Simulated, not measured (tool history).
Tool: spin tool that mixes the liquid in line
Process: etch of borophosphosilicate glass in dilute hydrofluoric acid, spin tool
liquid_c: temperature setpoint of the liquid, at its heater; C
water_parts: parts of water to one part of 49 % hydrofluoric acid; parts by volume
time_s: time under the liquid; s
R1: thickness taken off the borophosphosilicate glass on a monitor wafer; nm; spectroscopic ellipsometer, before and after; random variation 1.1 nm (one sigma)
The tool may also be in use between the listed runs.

run 1 hour=0 | liquid_c=26 water_parts=95 time_s=135 | R1=51.807
run 2 hour=1.3 | liquid_c=26 water_parts=95 time_s=145 | R1=55.365
run 3 hour=6.2 | liquid_c=26 water_parts=70 time_s=145 | R1=77.945
run 4 hour=10.7 | liquid_c=26 water_parts=100 time_s=145 | R1=52.332
run 5 hour=13.3 | liquid_c=26 water_parts=100 time_s=145 | R1=52.005
run 6 hour=15.6 | liquid_c=28.5 water_parts=100 time_s=145 | R1=57.638
run 7 hour=22.7 | liquid_c=29.5 water_parts=90 time_s=145 | R1=67.777

Expected results for the next run?
run 8 hour=26 | liquid_c=33.5 water_parts=50 time_s=145 | R1=?

R1: 151.02 nm

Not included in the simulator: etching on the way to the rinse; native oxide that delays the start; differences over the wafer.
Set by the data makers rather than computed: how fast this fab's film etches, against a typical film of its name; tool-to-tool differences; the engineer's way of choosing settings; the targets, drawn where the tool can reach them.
